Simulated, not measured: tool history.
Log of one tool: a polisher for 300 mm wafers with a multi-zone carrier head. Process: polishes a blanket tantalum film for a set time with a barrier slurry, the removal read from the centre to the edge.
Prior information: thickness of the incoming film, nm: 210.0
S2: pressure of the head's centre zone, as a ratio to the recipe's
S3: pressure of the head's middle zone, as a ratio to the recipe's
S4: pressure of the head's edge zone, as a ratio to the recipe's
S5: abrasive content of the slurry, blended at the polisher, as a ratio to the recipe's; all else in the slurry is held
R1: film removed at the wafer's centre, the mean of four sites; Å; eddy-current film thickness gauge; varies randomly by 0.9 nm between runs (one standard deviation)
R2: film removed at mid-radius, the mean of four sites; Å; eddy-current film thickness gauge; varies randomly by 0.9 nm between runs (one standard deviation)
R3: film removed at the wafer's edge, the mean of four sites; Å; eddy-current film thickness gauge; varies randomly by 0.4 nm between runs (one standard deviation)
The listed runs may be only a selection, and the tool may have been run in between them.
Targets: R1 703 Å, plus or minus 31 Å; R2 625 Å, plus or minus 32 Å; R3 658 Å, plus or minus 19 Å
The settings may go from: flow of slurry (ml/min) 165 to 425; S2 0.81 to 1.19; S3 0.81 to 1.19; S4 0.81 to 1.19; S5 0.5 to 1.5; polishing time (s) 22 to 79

Run 1, hour 0: flow of slurry (ml/min) 275, S2 1, S3 1, S4 1, S5 1, polishing time (s) 50. Result: R1 798.82 Å, R2 786.21 Å, R3 781.73 Å.
Run 2, hour 5.6: flow of slurry (ml/min) 275, S2 1, S3 1, S4 1, S5 1.15, polishing time (s) 50. Result: R1 849.12 Å, R2 833.61 Å, R3 831.14 Å.
Run 3, hour 7.9: flow of slurry (ml/min) 275, S2 1, S3 1, S4 1, S5 1.35, polishing time (s) 50. Result: R1 897.94 Å, R2 893.22 Å, R3 862.48 Å.
Run 4, hour 9.4: flow of slurry (ml/min) 275, S2 1.08, S3 1, S4 1, S5 1.35, polishing time (s) 50. Result: R1 914.37 Å, R2 881.36 Å, R3 868.14 Å.
Run 5, hour 12.9: flow of slurry (ml/min) 345, S2 1.08, S3 1, S4 1, S5 1.35, polishing time (s) 50. Result: R1 961.58 Å, R2 878.37 Å, R3 879.89 Å.
Run 6, hour 17.3: flow of slurry (ml/min) 345, S2 1.08, S3 1.03, S4 1, S5 1.35, polishing time (s) 50. Result: R1 960.98 Å, R2 923.3 Å, R3 883.85 Å.
Run 7, hour 18.6: flow of slurry (ml/min) 335, S2 1.05, S3 1, S4 0.97, S5 1.15, polishing time (s) 49. Result: R1 865.85 Å, R2 812.6 Å, R3 809.42 Å.
Run 8, hour 19.4: flow of slurry (ml/min) 315, S2 0.99, S3 0.93, S4 0.87, S5 0.9, polishing time (s) 47. Result: R1 710.23 Å, R2 683.82 Å, R3 662.22 Å.
Run 9, hour 20.1: flow of slurry (ml/min) 315, S2 0.99, S3 0.9, S4 0.88, S5 0.9, polishing time (s) 47. Result: R1 708.31 Å, R2 660.38 Å, R3 665.96 Å.

Pick the move, out of 4, that brings all results within their allowed miss; only one does.
Run A, hour 20.8: flow of slurry (ml/min) 250, S2 1, S3 0.86, S4 0.89, S5 0.9, polishing time (s) 47. Result: R1 ?, R2 ?, R3 ?.
Run B, hour 20.8: flow of slurry (ml/min) 205, S2 0.93, S3 0.81, S4 0.89, S5 1.1, polishing time (s) 46. Result: R1 ?, R2 ?, R3 ?.
Run C, hour 20.8: flow of slurry (ml/min) 290, S2 0.97, S3 0.92, S4 0.84, S5 0.7, polishing time (s) 58. Result: R1 ?, R2 ?, R3 ?.
Run D, hour 20.8: flow of slurry (ml/min) 330, S2 0.92, S3 0.92, S4 0.82, S5 0.9, polishing time (s) 49. Result: R1 ?, R2 ?, R3 ?.

move      R1      R2      R3
   A  709.35  622.68  664.79
   B  708.79  625.12  703.48
   C  737.16  698.52  684.85
   D   710.8  698.86  676.51
A: in spec on every target
B: brings the last run's worst result on target, with another outside its allowed miss
C: misses by more than the last run did
D: misses by more than the last run did
The right move is A.
